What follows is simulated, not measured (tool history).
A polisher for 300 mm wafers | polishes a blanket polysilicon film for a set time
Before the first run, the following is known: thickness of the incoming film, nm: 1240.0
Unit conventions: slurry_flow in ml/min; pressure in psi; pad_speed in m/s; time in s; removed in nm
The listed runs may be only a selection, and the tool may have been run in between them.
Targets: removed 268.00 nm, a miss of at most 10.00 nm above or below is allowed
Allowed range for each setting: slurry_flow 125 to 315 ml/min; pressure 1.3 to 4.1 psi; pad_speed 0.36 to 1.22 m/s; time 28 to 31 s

run 1 hour=0.0 | slurry_flow=205 pressure=2.7 pad_speed=0.78 time=31 | removed=155.53
run 2 hour=2.1 | slurry_flow=205 pressure=2.7 pad_speed=0.78 time=31 | removed=153.41
run 3 hour=6.9 | slurry_flow=205 pressure=3.3 pad_speed=0.78 time=31 | removed=191.24
run 4 hour=9.5 | slurry_flow=205 pressure=2.7 pad_speed=0.78 time=31 | removed=153.09
run 5 hour=11.8 | slurry_flow=205 pressure=2.7 pad_speed=0.78 time=28 | removed=140.50
run 6 hour=17.3 | slurry_flow=205 pressure=2.3 pad_speed=0.78 time=28 | removed=120.58
run 7 hour=25.5 | slurry_flow=205 pressure=2.8 pad_speed=0.80 time=28 | removed=150.21
run 8 hour=31.5 | slurry_flow=205 pressure=3.1 pad_speed=0.82 time=28 | removed=168.76
run 9 hour=38.8 | slurry_flow=205 pressure=3.4 pad_speed=0.84 time=28 | removed=190.14
run 10 hour=44.5 | slurry_flow=205 pressure=3.6 pad_speed=0.86 time=28 | removed=203.12
run 11 hour=45.2 | slurry_flow=205 pressure=3.7 pad_speed=0.88 time=28 | removed=210.95
run 12 hour=46.9 | slurry_flow=205 pressure=3.8 pad_speed=0.92 time=28 | removed=231.07
run 13 hour=48.6 | slurry_flow=210 pressure=4.1 pad_speed=0.94 time=28 | removed=252.15
run 14 hour=49.6 | slurry_flow=210 pressure=4.1 pad_speed=0.94 time=28 | removed=251.25
run 15 hour=50.3 | slurry_flow=210 pressure=4.1 pad_speed=0.96 time=28 | removed=256.06

Exactly one of the 5 candidate moves below puts every result within its allowed miss. Which one?
run A hour=51.0 | slurry_flow=205 pressure=4.0 pad_speed=0.90 time=29 | removed=?
run B hour=51.0 | slurry_flow=185 pressure=4.1 pad_speed=0.88 time=30 | removed=?
run C hour=51.0 | slurry_flow=295 pressure=3.4 pad_speed=1.08 time=30 | removed=?
run D hour=51.0 | slurry_flow=180 pressure=3.5 pad_speed=1.04 time=30 | removed=?
run E hour=51.0 | slurry_flow=185 pressure=3.8 pad_speed=1.00 time=28 | removed=?

move=A removed=245.84
move=B removed=250.99
move=C removed=270.48
move=D removed=251.91
move=E removed=246.32
A: misses by more than the last run did
B: misses by more than the last run did
C: in spec on every target
D: misses by more than the last run did
E: misses by more than the last run did
Move C is the one to make.
